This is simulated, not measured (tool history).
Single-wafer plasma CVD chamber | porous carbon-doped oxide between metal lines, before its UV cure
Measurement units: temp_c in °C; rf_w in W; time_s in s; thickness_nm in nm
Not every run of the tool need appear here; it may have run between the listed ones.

run	day	temp_c	rf_w	time_s	thickness_nm
1	0.000	305	665	12.7	81.212
2	0.358	305	745	12.7	87.020
3	0.688	305	745	12.7	87.059
4	0.904	305	685	12.7	82.956
5	1.075	305	685	12.1	78.755
6	1.100	305	610	12.1	73.366
# day 1.258: thermocouple changed; heater temperature recalibrated
7	1.258	296	615	12.1	79.629
8	1.400	297	615	12.1	78.859

Expected results for the next run?
9	1.629	298	615	12.1	?

{"run 9": {"thickness_nm": 78.312}}

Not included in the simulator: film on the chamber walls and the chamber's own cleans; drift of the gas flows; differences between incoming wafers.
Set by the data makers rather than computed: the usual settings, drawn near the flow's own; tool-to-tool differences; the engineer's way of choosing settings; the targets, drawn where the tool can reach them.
